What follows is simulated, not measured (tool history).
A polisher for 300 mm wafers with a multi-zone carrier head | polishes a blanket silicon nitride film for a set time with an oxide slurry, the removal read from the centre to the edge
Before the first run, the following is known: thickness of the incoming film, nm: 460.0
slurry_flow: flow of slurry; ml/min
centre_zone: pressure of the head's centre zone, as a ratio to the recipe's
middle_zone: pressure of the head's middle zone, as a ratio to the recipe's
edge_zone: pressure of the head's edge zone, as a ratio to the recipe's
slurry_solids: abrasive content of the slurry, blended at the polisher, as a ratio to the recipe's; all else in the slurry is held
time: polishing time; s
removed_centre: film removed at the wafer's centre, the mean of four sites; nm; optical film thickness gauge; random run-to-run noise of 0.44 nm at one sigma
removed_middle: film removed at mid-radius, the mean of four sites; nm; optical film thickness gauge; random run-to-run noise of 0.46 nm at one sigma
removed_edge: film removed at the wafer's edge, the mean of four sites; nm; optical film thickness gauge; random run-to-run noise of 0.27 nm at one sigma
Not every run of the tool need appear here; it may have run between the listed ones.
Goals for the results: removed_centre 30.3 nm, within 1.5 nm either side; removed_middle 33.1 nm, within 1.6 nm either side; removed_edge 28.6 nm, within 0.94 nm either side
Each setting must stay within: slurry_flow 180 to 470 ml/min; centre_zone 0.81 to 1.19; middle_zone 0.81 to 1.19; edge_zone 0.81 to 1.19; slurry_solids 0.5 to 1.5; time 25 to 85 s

| run | day | slurry_flow | centre_zone | middle_zone | edge_zone | slurry_solids | time | removed_centre | removed_middle | removed_edge |
|---|---|---|---|---|---|---|---|---|---|---|
| 1 | 0 | 300 | 1 | 1 | 1 | 1 | 55 | 48.131 | 49.934 | 47.529 |
| 2 | 0.229 | 300 | 1 | 1 | 1.07 | 1 | 55 | 49.056 | 50.022 | 49.839 |
| 3 | 0.371 | 300 | 1 | 1 | 1.07 | 1.15 | 55 | 53.075 | 55.436 | 53.746 |
| 4 | 0.662 | 300 | 1 | 1 | 1.07 | 1.15 | 42 | 40.728 | 41.099 | 40.372 |
| 5 | 0.742 | 300 | 0.99 | 1.02 | 1.03 | 1.05 | 42 | 37.161 | 41.308 | 38.537 |
| 6 | 0.912 | 300 | 0.99 | 1.08 | 1.03 | 1.05 | 42 | 38.48 | 42.507 | 38.878 |
| 7 | 1.062 | 300 | 1 | 1.07 | 0.99 | 0.95 | 42 | 36.528 | 39.471 | 35.277 |
| 8 | 1.229 | 300 | 0.99 | 1.06 | 0.96 | 0.9 | 42 | 34.472 | 37.763 | 32.947 |
|  | 1.529 | worn pad replaced by a new one |
| 9 | 1.529 | 295 | 0.98 | 1.03 | 0.94 | 0.9 | 42 | 38.21 | 41.377 | 37.177 |
| 10 | 1.775 | 295 | 0.98 | 1.03 | 0.94 | 0.9 | 42 | 38.694 | 40.988 | 37.061 |

Below are 4 possible settings for the next run. Only one of them brings all results inside the allowed miss of their targets. Which is it?
| A | 2.021 | 260 | 1.13 | 0.84 | 0.95 | 0.8 | 59 | ? | ? | ? |
| B | 2.021 | 340 | 1.03 | 1.04 | 0.82 | 1.15 | 26 | ? | ? | ? |
| C | 2.021 | 310 | 0.83 | 1.19 | 0.84 | 1.05 | 35 | ? | ? | ? |
| D | 2.021 | 220 | 1.02 | 1.09 | 0.95 | 0.9 | 33 | ? | ? | ? |

| move | removed_centre | removed_middle | removed_edge |
|---|---|---|---|
| A | 55.568 | 43.777 | 47.083 |
| B | 29.623 | 30.505 | 25.488 |
| C | 30.16 | 43.382 | 32.589 |
| D | 30.077 | 32.727 | 28.346 |
A: its largest miss is bigger than the last run's
B: moves the result that the last run missed by most past its target, out the other side
C: closer than the last run, but not yet in spec
D: each result inside its tolerance
The move that meets every target is D.
